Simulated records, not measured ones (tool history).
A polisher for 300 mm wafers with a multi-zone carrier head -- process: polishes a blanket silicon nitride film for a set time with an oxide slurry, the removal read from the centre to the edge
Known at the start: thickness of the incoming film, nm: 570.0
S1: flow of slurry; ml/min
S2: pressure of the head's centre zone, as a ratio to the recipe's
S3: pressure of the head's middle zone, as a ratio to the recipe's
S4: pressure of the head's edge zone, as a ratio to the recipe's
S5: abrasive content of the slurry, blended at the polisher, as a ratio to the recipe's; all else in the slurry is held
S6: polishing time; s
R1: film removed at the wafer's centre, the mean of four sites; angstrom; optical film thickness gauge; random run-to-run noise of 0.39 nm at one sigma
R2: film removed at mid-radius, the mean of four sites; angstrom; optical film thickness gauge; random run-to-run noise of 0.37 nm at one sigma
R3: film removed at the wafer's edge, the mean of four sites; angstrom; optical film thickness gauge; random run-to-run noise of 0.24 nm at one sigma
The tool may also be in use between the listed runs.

| run | hour | S1 | S2 | S3 | S4 | S5 | S6 | R1 | R2 | R3 |
|---|---|---|---|---|---|---|---|---|---|---|
| 1 | 0 | 300 | 1 | 1 | 1 | 1 | 80 | 353.95 | 360.3 | 361.79 |
| 2 | 2.9 | 295 | 0.97 | 1.01 | 0.95 | 0.95 | 80 | 336.58 | 351 | 340.29 |
| 3 | 6.8 | 260 | 0.97 | 1.01 | 0.95 | 0.95 | 80 | 343.93 | 346.02 | 342.62 |
| 4 | 11.7 | 260 | 0.97 | 0.96 | 0.95 | 0.95 | 80 | 339.59 | 340.47 | 344.06 |
| 5 | 15.6 | 275 | 0.94 | 0.99 | 0.92 | 0.95 | 80 | 328.18 | 350.18 | 339.02 |
| 6 | 19.9 | 280 | 0.93 | 1 | 0.9 | 0.9 | 80 | 313.59 | 338.25 | 329.55 |
| 7 | 27.1 | 265 | 0.92 | 1.09 | 0.82 | 0.9 | 80 | 321.34 | 368.72 | 313.91 |

Run 8, settings as shown, results not yet in. Your forecast:
| 8 | 28.8 | 265 | 0.91 | 1.07 | 0.82 | 0.9 | 80 | ? | ? | ? |

{"run 8": {"R1": 310.06, "R2": 366.55, "R3": 317.57}}
